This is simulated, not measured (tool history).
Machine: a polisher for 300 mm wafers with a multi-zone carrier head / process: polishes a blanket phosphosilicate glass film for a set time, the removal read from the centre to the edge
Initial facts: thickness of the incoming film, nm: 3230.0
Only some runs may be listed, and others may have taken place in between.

run  hour  flow of slurry (ml/min)  pressure of the head's centre zone  pressure of the head's middle zone  pressure of the head's edge zone  abrasive content of the slurry  polishing time (s)  film removed at the wafer's centre (nm)  film removed at mid-radius (nm)  film removed at the wafer's edge (nm)
  1   0.0                      200                                1.00                                1.00                              1.00                            1.00                  50                                   355.04                           360.50                                 355.93
  2   3.9                      200                                1.00                                1.00                              1.00                            1.00                  45                                   316.48                           321.35                                 311.56
  3   7.5                      205                                1.00                                1.02                              1.02                            1.05                  45                                   328.08                           335.35                                 328.76
  4   8.6                      210                                1.00                                1.04                              1.02                            1.10                  45                                   338.83                           352.30                                 332.93
  5  11.5                      210                                1.00                                1.04                              1.02                            1.10                  39                                   293.27                           304.01                                 290.46
  6  18.5                      215                                0.99                                1.06                              1.03                            1.15                  39                                   294.87                           314.26                                 291.66
  7  27.1                      215                                0.99                                1.07                              1.04                            1.20                  40                                   311.21                           334.00                                 313.59
  8  35.6                      220                                0.99                                1.09                              1.04                            1.25                  40                                   316.93                           345.19                                 321.79

Run 9, settings as shown, results not yet in. Your forecast:
  9  36.8                      220                                0.99                                1.09                              1.04                            1.25                  40                                        ?                                ?                                      ?

{"run 9": {"film removed at the wafer's centre (nm)": 316.62, "film removed at mid-radius (nm)": 347.71, "film removed at the wafer's edge (nm)": 313.17}}
